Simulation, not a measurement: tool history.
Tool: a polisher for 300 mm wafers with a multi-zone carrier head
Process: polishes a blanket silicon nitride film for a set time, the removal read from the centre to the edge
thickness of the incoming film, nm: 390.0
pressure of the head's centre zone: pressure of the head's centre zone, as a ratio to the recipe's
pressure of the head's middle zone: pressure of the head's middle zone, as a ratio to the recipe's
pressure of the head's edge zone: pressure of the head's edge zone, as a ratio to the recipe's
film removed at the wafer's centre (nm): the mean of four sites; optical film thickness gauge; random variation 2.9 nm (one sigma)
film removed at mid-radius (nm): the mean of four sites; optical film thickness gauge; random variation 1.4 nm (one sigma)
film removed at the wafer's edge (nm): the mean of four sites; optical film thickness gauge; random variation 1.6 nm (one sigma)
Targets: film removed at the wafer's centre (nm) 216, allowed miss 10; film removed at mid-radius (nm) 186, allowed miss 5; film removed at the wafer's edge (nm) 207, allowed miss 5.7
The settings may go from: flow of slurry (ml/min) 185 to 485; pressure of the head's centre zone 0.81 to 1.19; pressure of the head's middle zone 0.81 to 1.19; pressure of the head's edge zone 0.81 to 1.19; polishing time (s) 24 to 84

| run | hour | flow of slurry (ml/min) | pressure of the head's centre zone | pressure of the head's middle zone | pressure of the head's edge zone | polishing time (s) | film removed at the wafer's centre (nm) | film removed at mid-radius (nm) | film removed at the wafer's edge (nm) |
|---|---|---|---|---|---|---|---|---|---|
| 1 | 0 | 310 | 1 | 1 | 1 | 54 | 148.5 | 152.06 | 146.76 |
| 2 | 5.8 | 310 | 1 | 0.97 | 1 | 54 | 150 | 147.21 | 149.41 |
| 3 | 6.8 | 310 | 1 | 0.97 | 1 | 61 | 166.62 | 164.84 | 168.9 |
| 4 | 14.4 | 310 | 0.92 | 0.97 | 1 | 61 | 156.47 | 164.57 | 165.43 |
| 5 | 15.6 | 310 | 0.92 | 0.97 | 0.95 | 61 | 158.66 | 166.66 | 166.32 |
| 6 | 23.3 | 315 | 0.94 | 0.96 | 0.95 | 62 | 163.58 | 169.24 | 168.17 |
| 7 | 28.8 | 315 | 0.97 | 0.96 | 0.97 | 63 | 166.85 | 170.78 | 170.67 |
| 8 | 34.7 | 310 | 1 | 0.95 | 0.98 | 65 | 177.39 | 175.24 | 177.34 |
| 9 | 40.4 | 315 | 1.02 | 0.94 | 1 | 66 | 186.87 | 177.57 | 179.7 |

4 next moves are on the table. One of them brings every result within its allowed miss. Which?
| A | 46.1 | 305 | 1.02 | 0.94 | 0.98 | 76 | ? | ? | ? |
| B | 46.1 | 250 | 1.03 | 0.83 | 0.98 | 78 | ? | ? | ? |
| C | 46.1 | 370 | 1.14 | 0.91 | 0.98 | 75 | ? | ? | ? |
| D | 46.1 | 275 | 1.06 | 0.81 | 0.97 | 83 | ? | ? | ? |

| move | film removed at the wafer's centre (nm) | film removed at mid-radius (nm) | film removed at the wafer's edge (nm) |
|---|---|---|---|
| A | 211.38 | 203.35 | 208.31 |
| B | 213.22 | 186.55 | 210.28 |
| C | 237.22 | 199.52 | 208.53 |
| D | 236.44 | 197.51 | 225.08 |
A: brings the result that was furthest off to its target, and leaves another outside
B: meets every target
C: brings the result that was furthest off to its target, and leaves another outside
D: takes the result that was furthest off past its target
Move B is the one to make.
